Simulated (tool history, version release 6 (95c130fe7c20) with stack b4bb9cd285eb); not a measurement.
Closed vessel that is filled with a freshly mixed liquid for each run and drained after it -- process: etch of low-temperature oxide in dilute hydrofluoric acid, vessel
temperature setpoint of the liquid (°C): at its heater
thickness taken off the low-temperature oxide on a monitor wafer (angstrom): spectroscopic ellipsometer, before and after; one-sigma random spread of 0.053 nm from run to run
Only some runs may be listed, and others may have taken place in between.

run	hour	temperature setpoint of the liquid (°C)	parts of water to one part of 49 % hydrofluoric acid (parts by volume)	time in the liquid (s)	thickness taken off the low-temperature oxide on a monitor wafer (angstrom)
1	0	24	80	30	49.99
2	7.3	24	105	30	36.568
3	15.5	27.5	105	30	42.407
4	23.4	27.5	85	30	53.603
5	25	31	85	30	60.543
6	31.1	31	80	30	66.05
7	40.4	31	80	30	65.409
8	44.6	31	75	30	70.505
9	52.3	31	70	30	76.072

Predict the results of run 10:
10	58.9	31.5	65	30	?

thickness taken off the low-temperature oxide on a monitor wafer (angstrom): 84.307
